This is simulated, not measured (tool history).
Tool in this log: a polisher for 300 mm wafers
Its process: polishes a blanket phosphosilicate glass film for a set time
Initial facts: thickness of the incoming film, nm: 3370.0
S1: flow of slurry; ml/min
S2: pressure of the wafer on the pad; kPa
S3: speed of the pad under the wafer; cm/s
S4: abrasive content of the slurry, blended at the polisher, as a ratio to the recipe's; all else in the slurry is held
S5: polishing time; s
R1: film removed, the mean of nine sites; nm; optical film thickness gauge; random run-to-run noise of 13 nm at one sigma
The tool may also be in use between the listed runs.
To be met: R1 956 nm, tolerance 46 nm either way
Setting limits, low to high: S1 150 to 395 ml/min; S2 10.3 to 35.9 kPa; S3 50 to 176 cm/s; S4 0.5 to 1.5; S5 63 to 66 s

Run 1, day 0: S1 250 ml/min, S2 22.8 kPa, S3 112 cm/s, S4 1, S5 63 s. Result: R1 637.54 nm.
Run 2, day 0.025: S1 250 ml/min, S2 24.8 kPa, S3 114 cm/s, S4 1, S5 63 s. Result: R1 700.89 nm.
Run 3, day 0.058: S1 250 ml/min, S2 26.9 kPa, S3 114 cm/s, S4 1, S5 63 s. Result: R1 754.4 nm.
Run 4, day 0.117: S1 295 ml/min, S2 26.9 kPa, S3 114 cm/s, S4 1, S5 63 s. Result: R1 774.63 nm.
Run 5, day 0.271: S1 295 ml/min, S2 28.3 kPa, S3 114 cm/s, S4 1, S5 63 s. Result: R1 812.64 nm.
Run 6, day 0.496: S1 295 ml/min, S2 28.3 kPa, S3 114 cm/s, S4 1, S5 63 s. Result: R1 816.01 nm.
Run 7, day 0.617: S1 295 ml/min, S2 29 kPa, S3 114 cm/s, S4 1, S5 63 s. Result: R1 825.3 nm.
Run 8, day 0.829: S1 295 ml/min, S2 29.6 kPa, S3 114 cm/s, S4 1, S5 63 s. Result: R1 845.31 nm.
Run 9, day 1.079: S1 295 ml/min, S2 29.6 kPa, S3 114 cm/s, S4 1, S5 63 s. Result: R1 850.12 nm.

Below are 5 possible settings for the next run. Only one of them brings all results inside the allowed miss of their targets. Which is it?
Run A, day 1.329: S1 275 ml/min, S2 32.4 kPa, S3 122 cm/s, S4 1.05, S5 66 s. Result: R1 ?.
Run B, day 1.329: S1 215 ml/min, S2 35.2 kPa, S3 100 cm/s, S4 0.95, S5 63 s. Result: R1 ?.
Run C, day 1.329: S1 305 ml/min, S2 29.6 kPa, S3 132 cm/s, S4 1.05, S5 66 s. Result: R1 ?.
Run D, day 1.329: S1 385 ml/min, S2 33.8 kPa, S3 102 cm/s, S4 0.85, S5 66 s. Result: R1 ?.
Run E, day 1.329: S1 270 ml/min, S2 29.6 kPa, S3 116 cm/s, S4 1.1, S5 66 s. Result: R1 ?.

move      R1
   A  1048.5
   B  851.02
   C  1035.2
   D  849.09
   E  948.36
A: carries the result that was furthest off beyond its target, to the other side
B: no nearer and no further than the last run
C: carries the result that was furthest off beyond its target, to the other side
D: no nearer and no further than the last run
E: all results in spec
Correct choice: E, which meets every target

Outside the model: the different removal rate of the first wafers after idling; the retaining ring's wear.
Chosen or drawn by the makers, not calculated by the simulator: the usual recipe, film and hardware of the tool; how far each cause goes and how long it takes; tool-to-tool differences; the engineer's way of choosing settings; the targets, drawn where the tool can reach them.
